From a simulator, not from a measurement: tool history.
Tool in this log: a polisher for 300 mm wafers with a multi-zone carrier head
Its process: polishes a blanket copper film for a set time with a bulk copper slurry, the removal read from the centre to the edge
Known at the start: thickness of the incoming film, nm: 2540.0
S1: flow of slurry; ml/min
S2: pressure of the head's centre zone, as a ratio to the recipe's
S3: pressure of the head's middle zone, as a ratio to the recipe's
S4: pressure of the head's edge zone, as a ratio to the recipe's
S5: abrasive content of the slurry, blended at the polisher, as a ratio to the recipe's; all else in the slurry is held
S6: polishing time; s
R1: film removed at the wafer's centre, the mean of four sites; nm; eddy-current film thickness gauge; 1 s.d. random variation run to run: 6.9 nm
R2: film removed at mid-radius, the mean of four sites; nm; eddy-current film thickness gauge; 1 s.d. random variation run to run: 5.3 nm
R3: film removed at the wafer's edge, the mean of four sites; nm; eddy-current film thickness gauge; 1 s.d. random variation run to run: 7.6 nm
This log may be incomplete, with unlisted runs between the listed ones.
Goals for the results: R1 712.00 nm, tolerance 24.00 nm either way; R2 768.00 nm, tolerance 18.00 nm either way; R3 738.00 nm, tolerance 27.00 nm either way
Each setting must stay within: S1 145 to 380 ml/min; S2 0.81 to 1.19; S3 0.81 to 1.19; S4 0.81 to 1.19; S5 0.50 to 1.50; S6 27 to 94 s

{"run": 1, "day": 0.0, "S1": 245, "S2": 1.0, "S3": 1.0, "S4": 1.0, "S5": 1.0, "S6": 60, "R1": 573.9, "R2": 608.35, "R3": 615.8}
{"run": 2, "day": 0.304, "S1": 255, "S2": 1.02, "S3": 1.03, "S4": 1.03, "S5": 1.05, "S6": 60, "R1": 595.15, "R2": 631.61, "R3": 630.36}
{"run": 3, "day": 0.433, "S1": 255, "S2": 1.02, "S3": 1.03, "S4": 1.11, "S5": 1.05, "S6": 60, "R1": 599.63, "R2": 639.63, "R3": 661.06}
{"run": 4, "day": 0.533, "S1": 255, "S2": 1.02, "S3": 1.03, "S4": 1.11, "S5": 0.9, "S6": 60, "R1": 568.98, "R2": 609.59, "R3": 633.8}
{"run": 5, "day": 0.7, "S1": 265, "S2": 1.04, "S3": 1.05, "S4": 1.12, "S5": 1.0, "S6": 60, "R1": 605.77, "R2": 637.53, "R3": 646.66}
{"day": 0.838, "done": "centre zone pressure recalibrated"}
{"run": 6, "day": 0.838, "S1": 310, "S2": 1.04, "S3": 1.05, "S4": 1.12, "S5": 1.0, "S6": 60, "R1": 648.86, "R2": 648.71, "R3": 651.15}
{"run": 7, "day": 1.004, "S1": 310, "S2": 1.03, "S3": 1.06, "S4": 1.13, "S5": 1.05, "S6": 60, "R1": 647.97, "R2": 654.85, "R3": 665.74}
{"run": 8, "day": 1.242, "S1": 310, "S2": 1.03, "S3": 1.08, "S4": 1.14, "S5": 1.1, "S6": 60, "R1": 657.44, "R2": 673.51, "R3": 672.6}

Consider the 5 candidate settings below. Which is the only one whose results all fall within their allowed miss of target?
{"run": "A", "day": 1.479, "S1": 375, "S2": 1.02, "S3": 1.18, "S4": 1.15, "S5": 1.1, "S6": 64, "R1": "?", "R2": "?", "R3": "?"}
{"run": "B", "day": 1.479, "S1": 335, "S2": 1.04, "S3": 1.14, "S4": 1.09, "S5": 1.0, "S6": 73, "R1": "?", "R2": "?", "R3": "?"}
{"run": "C", "day": 1.479, "S1": 285, "S2": 1.03, "S3": 1.11, "S4": 1.14, "S5": 1.45, "S6": 65, "R1": "?", "R2": "?", "R3": "?"}
{"run": "D", "day": 1.479, "S1": 225, "S2": 0.83, "S3": 0.99, "S4": 1.1, "S5": 1.1, "S6": 71, "R1": "?", "R2": "?", "R3": "?"}
{"run": "E", "day": 1.479, "S1": 365, "S2": 1.09, "S3": 1.19, "S4": 1.09, "S5": 1.35, "S6": 63, "R1": "?", "R2": "?", "R3": "?"}

move=A R1=702.56 R2=763.86 R3=745.37
move=B R1=787.09 R2=824.50 R3=799.17
move=C R1=765.71 R2=799.59 R3=806.58
move=D R1=608.13 R2=747.08 R3=787.92
move=E R1=784.24 R2=801.08 R3=757.59
A: all results in spec
B: takes the biggest miss from the last run beyond its target
C: takes the biggest miss from the last run beyond its target
D: moves toward the targets from the last run without getting all of them in spec
E: takes the biggest miss from the last run beyond its target
A meets every target.
